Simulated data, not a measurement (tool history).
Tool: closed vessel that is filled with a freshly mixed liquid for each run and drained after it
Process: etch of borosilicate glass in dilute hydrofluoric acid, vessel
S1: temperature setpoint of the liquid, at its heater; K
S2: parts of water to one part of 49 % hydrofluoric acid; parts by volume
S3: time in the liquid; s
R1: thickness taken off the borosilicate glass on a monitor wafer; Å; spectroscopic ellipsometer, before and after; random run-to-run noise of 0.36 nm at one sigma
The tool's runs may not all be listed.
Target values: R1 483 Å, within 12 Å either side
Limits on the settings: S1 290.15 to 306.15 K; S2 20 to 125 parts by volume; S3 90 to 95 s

| run | hour | S1 | S2 | S3 | R1 |
|---|---|---|---|---|---|
| 1 | 0 | 298.15 | 70 | 90 | 298.23 |
| 2 | 2.9 | 300.15 | 65 | 90 | 352.89 |
| 3 | 11.8 | 303.65 | 65 | 90 | 395.84 |
| 4 | 17.7 | 303.65 | 90 | 90 | 276 |
| 5 | 26 | 306.15 | 90 | 90 | 303.73 |
| 6 | 32.9 | 306.15 | 90 | 90 | 307.51 |
| 7 | 38 | 306.15 | 85 | 90 | 325.91 |
| 8 | 44.8 | 306.15 | 80 | 90 | 343.38 |

Next run, 4 choices. One meets every target within its allowed miss, the rest don't. Which?
| A | 51.6 | 305.65 | 50 | 95 | ? |
| B | 51.6 | 306.15 | 75 | 95 | ? |
| C | 51.6 | 302.15 | 55 | 95 | ? |
| D | 51.6 | 306.15 | 55 | 95 | ? |

| move | R1 |
|---|---|
| A | 607.16 |
| B | 396.26 |
| C | 477.94 |
| D | 558.05 |
A: the result that was furthest off in the last run now lies on the other side of its target
B: closer than the last run, but not yet in spec
C: every result lands within tolerance
D: the result that was furthest off in the last run now lies on the other side of its target
Move C is the one to make.

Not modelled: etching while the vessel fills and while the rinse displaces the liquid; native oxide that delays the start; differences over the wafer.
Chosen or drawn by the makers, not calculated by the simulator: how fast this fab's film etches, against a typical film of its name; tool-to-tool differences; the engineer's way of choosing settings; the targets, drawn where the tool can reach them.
